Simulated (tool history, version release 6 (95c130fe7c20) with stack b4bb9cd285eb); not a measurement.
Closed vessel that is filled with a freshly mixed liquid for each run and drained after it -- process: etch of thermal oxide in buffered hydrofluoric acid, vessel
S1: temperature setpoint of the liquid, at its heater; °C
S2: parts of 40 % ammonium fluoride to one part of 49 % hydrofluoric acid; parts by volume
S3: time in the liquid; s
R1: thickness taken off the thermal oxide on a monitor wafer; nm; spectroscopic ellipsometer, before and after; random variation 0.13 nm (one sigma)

| run | day | S1 | S2 | S3 | R1 |
|---|---|---|---|---|---|
| 1 | 0 | 21 | 10 | 30 | 32.846 |
| 2 | 0.371 | 23 | 10 | 30 | 36.614 |
| 3 | 0.446 | 22 | 10.5 | 30 | 34.009 |
| 4 | 0.554 | 21.5 | 11.5 | 30 | 30.337 |
| 5 | 0.683 | 21 | 12 | 30 | 28.338 |
| 6 | 0.854 | 21 | 11 | 30 | 31.233 |
| 7 | 1.033 | 17 | 14 | 30 | 19.213 |
| 8 | 1.129 | 17 | 15 | 30 | 18.132 |

Run 9 has not been measured yet. What should we expect?
| 9 | 1.288 | 17 | 15.5 | 30 | ? |

R1: 17.605 nm
